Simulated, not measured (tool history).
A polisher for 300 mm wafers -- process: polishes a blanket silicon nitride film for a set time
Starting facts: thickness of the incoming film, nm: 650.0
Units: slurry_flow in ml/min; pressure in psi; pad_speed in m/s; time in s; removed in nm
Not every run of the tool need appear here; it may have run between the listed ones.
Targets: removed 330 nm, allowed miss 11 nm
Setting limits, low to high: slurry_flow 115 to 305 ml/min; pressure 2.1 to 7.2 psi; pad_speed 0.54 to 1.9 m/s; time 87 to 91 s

| run | hour | slurry_flow | pressure | pad_speed | time | removed |
|---|---|---|---|---|---|---|
| 1 | 0 | 195 | 4.6 | 1.22 | 87 | 216.32 |
| 2 | 5.4 | 195 | 4.6 | 1.22 | 87 | 212.17 |
| 3 | 13.6 | 200 | 5.2 | 1.22 | 87 | 240.74 |
| 4 | 20.7 | 200 | 5.6 | 1.22 | 87 | 258.61 |
| 5 | 27.1 | 205 | 6 | 1.22 | 87 | 279.3 |
| 6 | 35.3 | 205 | 5.5 | 1.22 | 87 | 258.91 |
| 7 | 43.5 | 220 | 5.7 | 1.22 | 87 | 268.1 |
| 8 | 50.9 | 220 | 6 | 1.22 | 87 | 280.66 |
| 9 | 53.8 | 220 | 6.2 | 1.22 | 87 | 288 |
| 10 | 54.7 | 220 | 6.4 | 1.22 | 87 | 300.88 |
| 11 | 56.1 | 220 | 6.4 | 1.22 | 87 | 300.93 |

Which of these 4 next moves meets every target?
| A | 57.5 | 225 | 6.9 | 1.16 | 91 | ? |
| B | 57.5 | 195 | 6.9 | 1.28 | 91 | ? |
| C | 57.5 | 220 | 5.5 | 1.24 | 87 | ? |
| D | 57.5 | 215 | 7.2 | 1.28 | 89 | ? |

| move | removed |
|---|---|
| A | 330.41 |
| B | 350.53 |
| C | 266.19 |
| D | 362.38 |
A: every result lands within tolerance
B: carries the result that was furthest off beyond its target, to the other side
C: the biggest miss grows against the last run
D: carries the result that was furthest off beyond its target, to the other side
The move that meets every target is A.
